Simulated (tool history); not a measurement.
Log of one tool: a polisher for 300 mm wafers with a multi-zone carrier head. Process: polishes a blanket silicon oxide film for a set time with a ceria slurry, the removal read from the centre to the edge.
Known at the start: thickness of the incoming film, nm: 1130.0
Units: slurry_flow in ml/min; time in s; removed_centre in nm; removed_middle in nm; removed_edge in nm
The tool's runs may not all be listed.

run 1 hour=0.0 | slurry_flow=275 centre_zone=1.00 middle_zone=1.00 edge_zone=1.00 time=45 | removed_centre=134.620 removed_middle=137.590 removed_edge=131.22
run 2 hour=6.3 | slurry_flow=265 centre_zone=0.96 middle_zone=0.96 edge_zone=0.99 time=43 | removed_centre=124.170 removed_middle=126.790 removed_edge=127.05
run 3 hour=12.6 | slurry_flow=265 centre_zone=0.96 middle_zone=0.90 edge_zone=0.99 time=43 | removed_centre=122.800 removed_middle=119.750 removed_edge=125.44
run 4 hour=17.6 | slurry_flow=265 centre_zone=0.92 middle_zone=0.90 edge_zone=0.99 time=43 | removed_centre=117.300 removed_middle=119.530 removed_edge=125.31
run 5 hour=20.4 | slurry_flow=200 centre_zone=0.92 middle_zone=0.90 edge_zone=0.99 time=43 | removed_centre=113.020 removed_middle=116.120 removed_edge=125.22
run 6 hour=24.6 | slurry_flow=200 centre_zone=0.90 middle_zone=0.88 edge_zone=0.97 time=42 | removed_centre=106.640 removed_middle=110.460 removed_edge=119.85
run 7 hour=26.5 | slurry_flow=195 centre_zone=0.88 middle_zone=0.86 edge_zone=0.95 time=41 | removed_centre=100.600 removed_middle=104.940 removed_edge=113.19

Run 8 comes next. What will it give?
run 8 hour=27.2 | slurry_flow=175 centre_zone=0.81 middle_zone=0.81 edge_zone=0.95 time=40 | removed_centre=? removed_middle=? removed_edge=?

Run 8 gave removed_centre 89.981 nm, removed_middle 96.429 nm, removed_edge 109.31 nm.
